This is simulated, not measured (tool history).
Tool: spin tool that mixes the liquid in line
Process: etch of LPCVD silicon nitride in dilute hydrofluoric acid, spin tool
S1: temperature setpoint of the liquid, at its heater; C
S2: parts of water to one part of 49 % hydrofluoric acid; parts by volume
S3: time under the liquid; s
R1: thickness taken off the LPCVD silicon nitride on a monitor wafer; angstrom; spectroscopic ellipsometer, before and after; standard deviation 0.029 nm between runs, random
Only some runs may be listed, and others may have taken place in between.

run  hour    S1  S2  S3      R1
  1   0.0  21.0  80  70  3.2903
  2   3.0  21.0  60  70  4.2718
  3  12.0  18.5  60  70  3.6378
  4  20.7  18.5  80  70  2.6239
  5  22.9  18.5  60  70  3.6358
  6  27.1  21.0  50  70  5.2894
  7  34.1  23.0  45  70  6.5456
  8  42.3  24.5  40  70  8.1789

Run 9 comes next. What will it give?
  9  50.0  25.5  40  70   ?

R1: 8.8909 angstrom
